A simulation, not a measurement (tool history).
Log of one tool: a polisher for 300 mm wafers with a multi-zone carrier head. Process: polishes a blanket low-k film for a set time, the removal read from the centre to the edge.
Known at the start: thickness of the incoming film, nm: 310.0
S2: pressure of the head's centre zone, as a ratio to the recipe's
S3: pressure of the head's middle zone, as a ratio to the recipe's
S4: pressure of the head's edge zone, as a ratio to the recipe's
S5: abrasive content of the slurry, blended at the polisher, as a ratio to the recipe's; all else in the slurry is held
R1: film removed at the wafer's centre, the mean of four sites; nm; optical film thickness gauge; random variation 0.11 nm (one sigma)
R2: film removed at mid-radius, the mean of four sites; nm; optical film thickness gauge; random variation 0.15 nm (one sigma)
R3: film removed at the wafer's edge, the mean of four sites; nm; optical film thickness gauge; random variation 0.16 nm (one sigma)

Run 1, hour 0: flow of slurry (ml/min) 170, S2 1, S3 1, S4 1, S5 1, polishing time (s) 59. Result: R1 19.68 nm, R2 19.437 nm, R3 19.906 nm.
Run 2, hour 2.4: flow of slurry (ml/min) 170, S2 1, S3 1, S4 1, S5 1, polishing time (s) 47. Result: R1 15.786 nm, R2 15.312 nm, R3 16.028 nm.
Run 3, hour 4.5: flow of slurry (ml/min) 175, S2 0.98, S3 1.01, S4 1.02, S5 1.05, polishing time (s) 47. Result: R1 15.947 nm, R2 15.937 nm, R3 16.566 nm.
Run 4, hour 12.5: flow of slurry (ml/min) 175, S2 0.96, S3 1.02, S4 1.04, S5 1.1, polishing time (s) 47. Result: R1 16.008 nm, R2 16.472 nm, R3 17.016 nm.
At hour 14: edge zone pressure recalibrated.
Run 5, hour 14: flow of slurry (ml/min) 150, S2 0.96, S3 1.02, S4 1.04, S5 1.1, polishing time (s) 47. Result: R1 15.462 nm, R2 15.947 nm, R3 16.145 nm.
Run 6, hour 16.3: flow of slurry (ml/min) 150, S2 1.05, S3 1.02, S4 1.04, S5 1.1, polishing time (s) 47. Result: R1 16.712 nm, R2 15.82 nm, R3 16.177 nm.
Run 7, hour 23.8: flow of slurry (ml/min) 160, S2 1.02, S3 1.03, S4 1.06, S5 1.15, polishing time (s) 47. Result: R1 16.8 nm, R2 16.376 nm, R3 16.819 nm.
Run 8, hour 29.3: flow of slurry (ml/min) 170, S2 1, S3 1.04, S4 1.07, S5 1.2, polishing time (s) 47. Result: R1 16.954 nm, R2 17.084 nm, R3 17.41 nm.
Run 9, hour 37.4: flow of slurry (ml/min) 180, S2 0.98, S3 1.04, S4 1.08, S5 1.25, polishing time (s) 47. Result: R1 16.998 nm, R2 17.692 nm, R3 17.522 nm.
Run 10, hour 44.7: flow of slurry (ml/min) 185, S2 0.96, S3 1.03, S4 1.09, S5 1.25, polishing time (s) 48. Result: R1 17.148 nm, R2 17.962 nm, R3 17.814 nm.
Run 11, hour 49.2: flow of slurry (ml/min) 185, S2 0.94, S3 1.03, S4 1.1, S5 1.25, polishing time (s) 50. Result: R1 17.547 nm, R2 18.653 nm, R3 18.763 nm.
Run 12, hour 55: flow of slurry (ml/min) 190, S2 0.93, S3 1.03, S4 1.11, S5 1.25, polishing time (s) 51. Result: R1 17.725 nm, R2 19.158 nm, R3 19.486 nm.

The next listed run, before its measurement:
Run 13, hour 61.7: flow of slurry (ml/min) 195, S2 0.92, S3 1.03, S4 1.12, S5 1.25, polishing time (s) 51. Result: R1 ?, R2 ?, R3 ?.

{"run 13": {"R1": 17.541, "R2": 19.102, "R3": 19.651}}
